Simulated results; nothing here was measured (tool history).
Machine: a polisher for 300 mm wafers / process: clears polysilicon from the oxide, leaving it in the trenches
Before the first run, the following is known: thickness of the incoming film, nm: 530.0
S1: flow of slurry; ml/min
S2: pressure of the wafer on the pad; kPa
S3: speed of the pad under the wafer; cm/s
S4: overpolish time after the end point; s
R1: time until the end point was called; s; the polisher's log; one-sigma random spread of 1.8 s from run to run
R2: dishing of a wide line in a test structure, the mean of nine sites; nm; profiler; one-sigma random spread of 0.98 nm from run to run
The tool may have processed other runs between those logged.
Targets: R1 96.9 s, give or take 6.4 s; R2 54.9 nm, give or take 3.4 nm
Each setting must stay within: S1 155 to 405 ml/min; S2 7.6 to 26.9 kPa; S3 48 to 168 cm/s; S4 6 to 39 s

Run 1, hour 0: S1 260 ml/min, S2 17.2 kPa, S3 108 cm/s, S4 20 s. Result: R1 38.07 s, R2 61.578 nm.
Run 2, hour 7.2: S1 260 ml/min, S2 17.2 kPa, S3 108 cm/s, S4 25 s. Result: R1 37.876 s, R2 63.5 nm.
Run 3, hour 8.5: S1 260 ml/min, S2 15.2 kPa, S3 98 cm/s, S4 21 s. Result: R1 49.218 s, R2 60.659 nm.
Run 4, hour 13.1: S1 305 ml/min, S2 15.2 kPa, S3 98 cm/s, S4 21 s. Result: R1 48.595 s, R2 59.01 nm.
Run 5, hour 20.9: S1 305 ml/min, S2 13.1 kPa, S3 94 cm/s, S4 21 s. Result: R1 59.231 s, R2 59.912 nm.
Run 6, hour 24.1: S1 255 ml/min, S2 13.1 kPa, S3 94 cm/s, S4 21 s. Result: R1 57.187 s, R2 59.266 nm.
Run 7, hour 32: S1 255 ml/min, S2 11.7 kPa, S3 90 cm/s, S4 20 s. Result: R1 68.953 s, R2 56.973 nm.
Run 8, hour 36.1: S1 255 ml/min, S2 11 kPa, S3 88 cm/s, S4 20 s. Result: R1 71.868 s, R2 54.924 nm.
Run 9, hour 43.8: S1 260 ml/min, S2 10.3 kPa, S3 86 cm/s, S4 22 s. Result: R1 77.027 s, R2 55.932 nm.
At hour 51.4: head pressure recalibrated.
Run 10, hour 51.4: S1 260 ml/min, S2 9.7 kPa, S3 84 cm/s, S4 23 s. Result: R1 77.095 s, R2 57.412 nm.
Run 11, hour 52.6: S1 260 ml/min, S2 9.7 kPa, S3 84 cm/s, S4 23 s. Result: R1 78.03 s, R2 56.323 nm.
Run 12, hour 57: S1 260 ml/min, S2 9 kPa, S3 82 cm/s, S4 23 s. Result: R1 83.917 s, R2 54.559 nm.
Run 13, hour 65.2: S1 265 ml/min, S2 9 kPa, S3 78 cm/s, S4 25 s. Result: R1 88.487 s, R2 55.034 nm.
Run 14, hour 73.7: S1 265 ml/min, S2 9 kPa, S3 78 cm/s, S4 26 s. Result: R1 86.373 s, R2 57.221 nm.

Consider the 4 candidate settings below. Which is the only one whose results all fall within their allowed miss of target?
Run A, hour 82.2: S1 290 ml/min, S2 9.7 kPa, S3 52 cm/s, S4 32 s. Result: R1 ?, R2 ?.
Run B, hour 82.2: S1 315 ml/min, S2 9 kPa, S3 88 cm/s, S4 26 s. Result: R1 ?, R2 ?.
Run C, hour 82.2: S1 260 ml/min, S2 9 kPa, S3 82 cm/s, S4 21 s. Result: R1 ?, R2 ?.
Run D, hour 82.2: S1 260 ml/min, S2 7.6 kPa, S3 84 cm/s, S4 24 s. Result: R1 ?, R2 ?.

move      R1      R2
   A  121.75   54.77
   B  78.712   57.96
   C   85.28  53.686
   D  97.482  53.682
A: takes the result that was furthest off past its target
B: misses by more than the last run did
C: misses by more than the last run did
D: all results land within tolerance of their targets
Go with D: it meets all targets.

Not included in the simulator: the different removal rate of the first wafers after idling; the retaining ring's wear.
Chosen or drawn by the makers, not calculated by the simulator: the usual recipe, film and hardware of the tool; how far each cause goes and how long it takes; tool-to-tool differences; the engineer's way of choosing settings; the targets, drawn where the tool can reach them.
